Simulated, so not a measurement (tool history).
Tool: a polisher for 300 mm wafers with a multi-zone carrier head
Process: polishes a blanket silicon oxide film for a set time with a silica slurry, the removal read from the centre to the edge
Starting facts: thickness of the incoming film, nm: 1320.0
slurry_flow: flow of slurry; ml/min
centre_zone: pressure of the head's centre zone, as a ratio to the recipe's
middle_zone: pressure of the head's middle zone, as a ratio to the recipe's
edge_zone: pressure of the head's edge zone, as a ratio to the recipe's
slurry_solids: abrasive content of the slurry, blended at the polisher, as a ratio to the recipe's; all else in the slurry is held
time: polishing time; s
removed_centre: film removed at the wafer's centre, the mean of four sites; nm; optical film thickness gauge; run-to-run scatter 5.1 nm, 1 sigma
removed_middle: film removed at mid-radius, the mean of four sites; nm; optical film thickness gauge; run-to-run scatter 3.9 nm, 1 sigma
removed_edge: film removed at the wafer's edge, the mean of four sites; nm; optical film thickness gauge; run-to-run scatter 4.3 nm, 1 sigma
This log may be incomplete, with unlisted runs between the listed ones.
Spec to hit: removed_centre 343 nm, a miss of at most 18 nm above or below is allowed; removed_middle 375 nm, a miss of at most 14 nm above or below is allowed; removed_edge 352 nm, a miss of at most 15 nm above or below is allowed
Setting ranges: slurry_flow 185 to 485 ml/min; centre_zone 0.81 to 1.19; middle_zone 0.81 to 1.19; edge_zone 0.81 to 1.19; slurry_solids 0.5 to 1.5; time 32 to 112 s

{"run": 1, "day": 0.0, "slurry_flow": 310, "centre_zone": 1, "middle_zone": 1, "edge_zone": 1, "slurry_solids": 1, "time": 72, "removed_centre": 251.94, "removed_middle": 252.32, "removed_edge": 256.56}
{"run": 2, "day": 0.242, "slurry_flow": 310, "centre_zone": 1, "middle_zone": 1.04, "edge_zone": 1, "slurry_solids": 1, "time": 72, "removed_centre": 250.51, "removed_middle": 262.04, "removed_edge": 258.61}
{"run": 3, "day": 0.388, "slurry_flow": 310, "centre_zone": 1.05, "middle_zone": 1.04, "edge_zone": 1, "slurry_solids": 1, "time": 72, "removed_centre": 262.1, "removed_middle": 263.29, "removed_edge": 258.17}
{"run": 4, "day": 0.667, "slurry_flow": 310, "centre_zone": 1.05, "middle_zone": 1.04, "edge_zone": 1, "slurry_solids": 1, "time": 65, "removed_centre": 239.9, "removed_middle": 238.28, "removed_edge": 227.21}
{"run": 5, "day": 0.817, "slurry_flow": 310, "centre_zone": 1.05, "middle_zone": 0.99, "edge_zone": 1, "slurry_solids": 1, "time": 65, "removed_centre": 246.02, "removed_middle": 226.67, "removed_edge": 235.2}
{"run": 6, "day": 0.842, "slurry_flow": 265, "centre_zone": 1.05, "middle_zone": 0.99, "edge_zone": 1, "slurry_solids": 1, "time": 65, "removed_centre": 232.85, "removed_middle": 221.22, "removed_edge": 236.98}
{"run": 7, "day": 1.104, "slurry_flow": 260, "centre_zone": 1.06, "middle_zone": 1.02, "edge_zone": 1.01, "slurry_solids": 1.1, "time": 68, "removed_centre": 260.83, "removed_middle": 250.63, "removed_edge": 262.9}
{"run": 8, "day": 1.338, "slurry_flow": 260, "centre_zone": 1.06, "middle_zone": 1.05, "edge_zone": 1.02, "slurry_solids": 1.2, "time": 69, "removed_centre": 277.28, "removed_middle": 279.46, "removed_edge": 268.8}
{"day": 1.412, "done": "edge zone pressure recalibrated"}
{"run": 9, "day": 1.412, "slurry_flow": 260, "centre_zone": 0.98, "middle_zone": 1.02, "edge_zone": 1.12, "slurry_solids": 1.45, "time": 82, "removed_centre": 331.36, "removed_middle": 344.27, "removed_edge": 350.81}
{"run": 10, "day": 1.533, "slurry_flow": 260, "centre_zone": 0.98, "middle_zone": 1.02, "edge_zone": 1.12, "slurry_solids": 1.45, "time": 82, "removed_centre": 336, "removed_middle": 351.56, "removed_edge": 355.25}
{"run": 11, "day": 1.812, "slurry_flow": 265, "centre_zone": 0.98, "middle_zone": 1.03, "edge_zone": 1.12, "slurry_solids": 1.45, "time": 82, "removed_centre": 335.16, "removed_middle": 353.07, "removed_edge": 350.25}
{"run": 12, "day": 1.967, "slurry_flow": 265, "centre_zone": 0.98, "middle_zone": 1.04, "edge_zone": 1.12, "slurry_solids": 1.45, "time": 82, "removed_centre": 326.66, "removed_middle": 351.01, "removed_edge": 347.94}

Exactly one of the 4 candidate moves below puts every result within its allowed miss. Which one?
{"run": "A", "day": 2.121, "slurry_flow": 245, "centre_zone": 0.95, "middle_zone": 1.06, "edge_zone": 1.09, "slurry_solids": 1.4, "time": 80, "removed_centre": "?", "removed_middle": "?", "removed_edge": "?"}
{"run": "B", "day": 2.121, "slurry_flow": 185, "centre_zone": 1, "middle_zone": 0.92, "edge_zone": 1.09, "slurry_solids": 1.45, "time": 84, "removed_centre": "?", "removed_middle": "?", "removed_edge": "?"}
{"run": "C", "day": 2.121, "slurry_flow": 315, "centre_zone": 0.99, "middle_zone": 1.06, "edge_zone": 1.04, "slurry_solids": 1.5, "time": 81, "removed_centre": "?", "removed_middle": "?", "removed_edge": "?"}
{"run": "D", "day": 2.121, "slurry_flow": 250, "centre_zone": 0.88, "middle_zone": 1.06, "edge_zone": 1.14, "slurry_solids": 1.5, "time": 83, "removed_centre": "?", "removed_middle": "?", "removed_edge": "?"}

move=A removed_centre=304.83 removed_middle=343.82 removed_edge=335.47
move=B removed_centre=324.67 removed_middle=310.5 removed_edge=346.25
move=C removed_centre=342.28 removed_middle=369.11 removed_edge=352.52
move=D removed_centre=302.31 removed_middle=368.35 removed_edge=364.14
A: misses by more than the last run did
B: misses by more than the last run did
C: all results land within tolerance of their targets
D: corrects the largest miss of the last run, while another result sits out of spec
C meets every target.
